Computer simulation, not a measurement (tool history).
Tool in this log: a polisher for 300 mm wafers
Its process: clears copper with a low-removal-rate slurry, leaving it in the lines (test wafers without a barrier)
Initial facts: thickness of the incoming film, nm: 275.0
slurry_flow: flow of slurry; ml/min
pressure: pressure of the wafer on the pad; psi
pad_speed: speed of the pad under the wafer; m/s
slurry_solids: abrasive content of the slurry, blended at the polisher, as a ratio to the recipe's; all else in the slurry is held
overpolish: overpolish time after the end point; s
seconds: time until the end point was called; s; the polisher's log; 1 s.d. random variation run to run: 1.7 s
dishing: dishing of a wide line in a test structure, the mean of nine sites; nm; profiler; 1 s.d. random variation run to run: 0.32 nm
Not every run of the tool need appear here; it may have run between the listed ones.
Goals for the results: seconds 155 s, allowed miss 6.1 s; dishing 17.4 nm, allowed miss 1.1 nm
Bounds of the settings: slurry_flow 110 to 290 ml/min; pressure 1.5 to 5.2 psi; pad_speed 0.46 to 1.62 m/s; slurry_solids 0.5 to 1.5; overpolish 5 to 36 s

| run | day | slurry_flow | pressure | pad_speed | slurry_solids | overpolish | seconds | dishing |
|---|---|---|---|---|---|---|---|---|
| 1 | 0 | 185 | 3.3 | 1.04 | 1 | 18 | 106.52 | 30.419 |
| 2 | 0.288 | 145 | 3.3 | 1.04 | 1 | 18 | 110.97 | 29.752 |
| 3 | 0.588 | 145 | 3.3 | 0.96 | 1 | 18 | 117.93 | 27.561 |
| 4 | 0.817 | 145 | 3.1 | 0.96 | 1 | 17 | 123.19 | 24.837 |
|  | 1.012 | worn pad replaced by a new one |
| 5 | 1.012 | 145 | 2.9 | 0.96 | 1 | 16 | 120.12 | 24.233 |
| 6 | 1.275 | 145 | 2.9 | 1.08 | 1 | 16 | 106.61 | 26.855 |
| 7 | 1.583 | 145 | 2.6 | 1.04 | 1 | 16 | 125.16 | 24.179 |
| 8 | 1.888 | 145 | 2.4 | 1.04 | 1 | 15 | 130.26 | 21.745 |

Next run, 4 choices. One meets every target within its allowed miss, the rest don't. Which?
| A | 2.192 | 140 | 2.1 | 0.88 | 1 | 16 | ? | ? |
| B | 2.192 | 140 | 2.4 | 0.88 | 1 | 14 | ? | ? |
| C | 2.192 | 145 | 1.8 | 0.98 | 1.1 | 19 | ? | ? |
| D | 2.192 | 130 | 2.5 | 0.92 | 1.25 | 20 | ? | ? |

| move | seconds | dishing |
|---|---|---|
| A | 174.44 | 17.932 |
| B | 155.94 | 17.645 |
| C | 173.19 | 20.915 |
| D | 139.33 | 26.633 |
A: moves the result that the last run missed by most past its target, out the other side
B: in spec on every target
C: moves the result that the last run missed by most past its target, out the other side
D: misses by more than the last run did
So the answer is move B, the one that meets all the targets.

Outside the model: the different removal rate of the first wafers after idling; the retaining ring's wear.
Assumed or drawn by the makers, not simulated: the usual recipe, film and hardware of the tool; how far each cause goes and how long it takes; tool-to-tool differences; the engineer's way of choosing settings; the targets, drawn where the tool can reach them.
